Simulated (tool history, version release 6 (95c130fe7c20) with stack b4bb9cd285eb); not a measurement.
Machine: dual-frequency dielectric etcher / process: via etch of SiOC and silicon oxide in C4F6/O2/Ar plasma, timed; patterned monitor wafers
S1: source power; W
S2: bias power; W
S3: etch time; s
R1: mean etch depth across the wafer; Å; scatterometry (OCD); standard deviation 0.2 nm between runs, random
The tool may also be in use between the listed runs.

run 1 hour=0 | S1=290 S2=127 S3=99.5 | R1=803.97
run 2 hour=6.2 | S1=290 S2=145 S3=99.5 | R1=851.43
run 3 hour=8.6 | S1=260 S2=133 S3=99.5 | R1=776.53
run 4 hour=11 | S1=260 S2=116 S3=99.5 | R1=734.94
run 5 hour=12.8 | S1=260 S2=116 S3=104 | R1=763.18
run 6 hour=17.5 | S1=260 S2=116 S3=99.5 | R1=730.85

Estimate the outcome of run 7 from the log above:
run 7 hour=22.8 | S1=240 S2=115 S3=99.5 | R1=?

Run 7 measured R1 694.1 Å.

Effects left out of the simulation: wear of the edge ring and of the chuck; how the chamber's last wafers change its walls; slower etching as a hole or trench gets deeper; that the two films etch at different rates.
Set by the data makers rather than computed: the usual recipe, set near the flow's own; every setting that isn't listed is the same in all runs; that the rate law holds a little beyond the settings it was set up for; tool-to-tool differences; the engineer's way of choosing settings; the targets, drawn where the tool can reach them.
